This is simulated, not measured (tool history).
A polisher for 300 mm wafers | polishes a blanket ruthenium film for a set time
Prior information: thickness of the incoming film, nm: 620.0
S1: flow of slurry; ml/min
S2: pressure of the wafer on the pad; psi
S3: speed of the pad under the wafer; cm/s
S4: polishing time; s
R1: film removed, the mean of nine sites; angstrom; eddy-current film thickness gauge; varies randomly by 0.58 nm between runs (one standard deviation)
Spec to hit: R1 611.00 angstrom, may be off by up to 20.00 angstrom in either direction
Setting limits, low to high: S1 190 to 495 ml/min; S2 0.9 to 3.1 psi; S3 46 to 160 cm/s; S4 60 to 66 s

run 1 hour=0.0 | S1=320 S2=2.0 S3=102 S4=66 | R1=718.75
run 2 hour=1.5 | S1=320 S2=1.9 S3=102 S4=66 | R1=689.35
run 3 hour=9.8 | S1=320 S2=1.8 S3=102 S4=66 | R1=655.65
run 4 hour=17.2 | S1=320 S2=1.6 S3=102 S4=66 | R1=592.08
run 5 hour=24.2 | S1=320 S2=1.6 S3=76 S4=66 | R1=439.95
run 6 hour=31.9 | S1=320 S2=1.2 S3=76 S4=66 | R1=334.46
run 7 hour=34.9 | S1=320 S2=1.4 S3=76 S4=66 | R1=391.25
run 8 hour=38.8 | S1=320 S2=1.6 S3=76 S4=66 | R1=445.88
run 9 hour=46.4 | S1=320 S2=1.7 S3=76 S4=66 | R1=469.86
run 10 hour=51.6 | S1=320 S2=1.8 S3=76 S4=66 | R1=490.95
run 11 hour=60.5 | S1=320 S2=1.9 S3=76 S4=66 | R1=521.34

Pick the move, out of 5, that brings all results within their allowed miss; only one does.
run A hour=69.4 | S1=325 S2=2.3 S3=64 S4=61 | R1=?
run B hour=69.4 | S1=315 S2=1.8 S3=74 S4=66 | R1=?
run C hour=69.4 | S1=310 S2=2.2 S3=78 S4=60 | R1=?
run D hour=69.4 | S1=340 S2=2.1 S3=80 S4=66 | R1=?
run E hour=69.4 | S1=310 S2=1.9 S3=72 S4=60 | R1=?

move=A R1=491.87
move=B R1=480.71
move=C R1=557.63
move=D R1=605.44
move=E R1=447.91
A: lands further from the targets than the last run did
B: lands further from the targets than the last run did
C: nearer than the last run, and not there yet
D: meets every target
E: lands further from the targets than the last run did
Correct choice: D, which meets every target
